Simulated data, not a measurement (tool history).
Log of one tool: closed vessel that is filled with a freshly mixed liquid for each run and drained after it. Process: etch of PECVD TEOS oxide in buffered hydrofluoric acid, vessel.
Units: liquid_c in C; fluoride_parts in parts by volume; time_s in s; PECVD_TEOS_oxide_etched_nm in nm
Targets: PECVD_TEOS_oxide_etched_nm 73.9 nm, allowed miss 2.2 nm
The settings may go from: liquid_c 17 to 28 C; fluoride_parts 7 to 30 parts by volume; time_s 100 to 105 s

run  hour  liquid_c  fluoride_parts  time_s  PECVD_TEOS_oxide_etched_nm
  1     0        20              19     100                      64.367
  2   8.5        17              19     100                      56.223
  3  11.3        17              21     100                        50.8
  4  16.9        17              21     100                      51.134
  5  18.4      19.5              21     100                        58.7
  6  19.7        21              21     100                      63.859
  7  21.7        22              21     100                      68.214
     24.9  -- thermometer replaced
  8  24.9      23.5              21     100                      64.803
  9  28.8      24.5              21     100                      68.057

4 next moves are on the table. One of them brings every result within its allowed miss. Which?
  A  32.7      25.5              22     100                           ?
  B  32.7      24.5            17.5     100                           ?
  C  32.7      23.5              19     105                           ?
  D  32.7        25            21.5     100                           ?

move  PECVD_TEOS_oxide_etched_nm
   A                      70.009
   B                      80.747
   C                      74.021
   D                      69.216
A: nearer than the last run, and not there yet
B: takes the result that was furthest off past its target
C: meets every target
D: nearer than the last run, and not there yet
Move C is the one to make.
